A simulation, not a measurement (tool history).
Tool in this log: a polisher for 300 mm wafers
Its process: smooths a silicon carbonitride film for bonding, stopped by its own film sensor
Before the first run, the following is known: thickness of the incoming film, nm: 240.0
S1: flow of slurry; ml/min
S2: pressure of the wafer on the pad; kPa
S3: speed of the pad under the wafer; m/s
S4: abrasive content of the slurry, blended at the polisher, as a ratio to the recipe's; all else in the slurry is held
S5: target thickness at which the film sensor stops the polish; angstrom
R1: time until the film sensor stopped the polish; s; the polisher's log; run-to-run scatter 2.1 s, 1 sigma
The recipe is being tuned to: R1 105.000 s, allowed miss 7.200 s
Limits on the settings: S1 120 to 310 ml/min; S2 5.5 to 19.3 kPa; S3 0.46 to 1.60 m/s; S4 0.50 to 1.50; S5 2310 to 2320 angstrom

Run 1, hour 0.0: S1 200 ml/min, S2 12.4 kPa, S3 1.02 m/s, S4 1.00, S5 2310 angstrom. Result: R1 43.811 s.
Run 2, hour 8.8: S1 200 ml/min, S2 11.0 kPa, S3 0.94 m/s, S4 1.00, S5 2310 angstrom. Result: R1 54.318 s.
Run 3, hour 15.9: S1 200 ml/min, S2 11.0 kPa, S3 0.94 m/s, S4 0.85, S5 2310 angstrom. Result: R1 59.660 s.
Run 4, hour 22.7: S1 200 ml/min, S2 11.0 kPa, S3 0.94 m/s, S4 0.85, S5 2320 angstrom. Result: R1 53.309 s.
Run 5, hour 26.3: S1 200 ml/min, S2 11.0 kPa, S3 0.94 m/s, S4 0.85, S5 2310 angstrom. Result: R1 57.082 s.
Run 6, hour 35.2: S1 200 ml/min, S2 10.3 kPa, S3 0.92 m/s, S4 0.85, S5 2310 angstrom. Result: R1 63.329 s.
Run 7, hour 37.6: S1 200 ml/min, S2 9.7 kPa, S3 0.90 m/s, S4 0.85, S5 2310 angstrom. Result: R1 68.482 s.
Run 8, hour 40.4: S1 200 ml/min, S2 9.0 kPa, S3 0.88 m/s, S4 0.85, S5 2310 angstrom. Result: R1 76.313 s.
At hour 44.6: slurry nozzle cleaned.
Run 9, hour 44.6: S1 200 ml/min, S2 8.3 kPa, S3 0.88 m/s, S4 0.85, S5 2310 angstrom. Result: R1 77.333 s.
Run 10, hour 48.8: S1 195 ml/min, S2 5.5 kPa, S3 0.66 m/s, S4 0.80, S5 2310 angstrom. Result: R1 143.640 s.
Run 11, hour 56.9: S1 195 ml/min, S2 6.2 kPa, S3 0.66 m/s, S4 0.80, S5 2310 angstrom. Result: R1 132.010 s.
Run 12, hour 61.2: S1 195 ml/min, S2 6.9 kPa, S3 0.66 m/s, S4 0.80, S5 2310 angstrom. Result: R1 119.360 s.

Of the 5 settings listed for the next run, only one would bring every result within its allowed miss of target. Which one?
Run A, hour 65.5: S1 210 ml/min, S2 6.9 kPa, S3 0.68 m/s, S4 0.75, S5 2310 angstrom. Result: R1 ?.
Run B, hour 65.5: S1 175 ml/min, S2 8.3 kPa, S3 0.56 m/s, S4 0.80, S5 2320 angstrom. Result: R1 ?.
Run C, hour 65.5: S1 120 ml/min, S2 6.2 kPa, S3 0.60 m/s, S4 1.25, S5 2310 angstrom. Result: R1 ?.
Run D, hour 65.5: S1 170 ml/min, S2 6.9 kPa, S3 0.64 m/s, S4 0.80, S5 2310 angstrom. Result: R1 ?.
Run E, hour 65.5: S1 220 ml/min, S2 7.6 kPa, S3 0.56 m/s, S4 0.70, S5 2310 angstrom. Result: R1 ?.

move       R1
   A  121.920
   B  104.000
   C  120.320
   D  125.680
   E  137.070
A: moves away from the targets compared with the last run
B: all results land within tolerance of their targets
C: moves away from the targets compared with the last run
D: moves away from the targets compared with the last run
E: moves away from the targets compared with the last run
Move B is the one to make.
